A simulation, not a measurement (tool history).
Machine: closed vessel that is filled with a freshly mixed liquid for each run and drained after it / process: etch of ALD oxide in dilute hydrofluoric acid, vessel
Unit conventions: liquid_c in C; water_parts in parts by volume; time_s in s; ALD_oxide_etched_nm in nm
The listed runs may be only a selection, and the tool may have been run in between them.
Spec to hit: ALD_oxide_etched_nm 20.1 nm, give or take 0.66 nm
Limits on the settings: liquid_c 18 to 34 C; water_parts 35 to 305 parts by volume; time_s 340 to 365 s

{"run": 1, "hour": 0.0, "liquid_c": 26, "water_parts": 170, "time_s": 340, "ALD_oxide_etched_nm": 32.468}
{"run": 2, "hour": 4.2, "liquid_c": 26, "water_parts": 230, "time_s": 340, "ALD_oxide_etched_nm": 22.242}
{"run": 3, "hour": 7.3, "liquid_c": 26, "water_parts": 230, "time_s": 340, "ALD_oxide_etched_nm": 22.003}
{"run": 4, "hour": 13.8, "liquid_c": 25.5, "water_parts": 230, "time_s": 340, "ALD_oxide_etched_nm": 21.814}
{"run": 5, "hour": 20.9, "liquid_c": 25.5, "water_parts": 230, "time_s": 365, "ALD_oxide_etched_nm": 23.458}
{"run": 6, "hour": 27.7, "liquid_c": 27, "water_parts": 230, "time_s": 365, "ALD_oxide_etched_nm": 24.837}
{"run": 7, "hour": 30.5, "liquid_c": 27, "water_parts": 230, "time_s": 365, "ALD_oxide_etched_nm": 24.749}
{"run": 8, "hour": 32.3, "liquid_c": 26, "water_parts": 230, "time_s": 365, "ALD_oxide_etched_nm": 23.631}
{"run": 9, "hour": 40.3, "liquid_c": 25.5, "water_parts": 230, "time_s": 365, "ALD_oxide_etched_nm": 23.344}
{"run": 10, "hour": 41.9, "liquid_c": 25, "water_parts": 230, "time_s": 365, "ALD_oxide_etched_nm": 23.166}
{"run": 11, "hour": 51.3, "liquid_c": 24.5, "water_parts": 230, "time_s": 365, "ALD_oxide_etched_nm": 22.644}
{"run": 12, "hour": 59.7, "liquid_c": 24, "water_parts": 230, "time_s": 365, "ALD_oxide_etched_nm": 22.177}
{"run": 13, "hour": 65.7, "liquid_c": 23.5, "water_parts": 230, "time_s": 365, "ALD_oxide_etched_nm": 21.815}

Consider the 5 candidate settings below. Which is the only one whose results all fall within their allowed miss of target?
{"run": "A", "hour": 71.7, "liquid_c": 24.5, "water_parts": 255, "time_s": 365, "ALD_oxide_etched_nm": "?"}
{"run": "B", "hour": 71.7, "liquid_c": 22.5, "water_parts": 215, "time_s": 350, "ALD_oxide_etched_nm": "?"}
{"run": "C", "hour": 71.7, "liquid_c": 25, "water_parts": 255, "time_s": 340, "ALD_oxide_etched_nm": "?"}
{"run": "D", "hour": 71.7, "liquid_c": 21.5, "water_parts": 205, "time_s": 360, "ALD_oxide_etched_nm": "?"}
{"run": "E", "hour": 71.7, "liquid_c": 23, "water_parts": 215, "time_s": 365, "ALD_oxide_etched_nm": "?"}

move=A ALD_oxide_etched_nm=20.026
move=B ALD_oxide_etched_nm=22.065
move=C ALD_oxide_etched_nm=18.987
move=D ALD_oxide_etched_nm=23.159
move=E ALD_oxide_etched_nm=23.441
A: all results land within tolerance of their targets
B: its largest miss is bigger than the last run's
C: takes the biggest miss from the last run beyond its target
D: its largest miss is bigger than the last run's
E: its largest miss is bigger than the last run's
The move that meets every target is A.
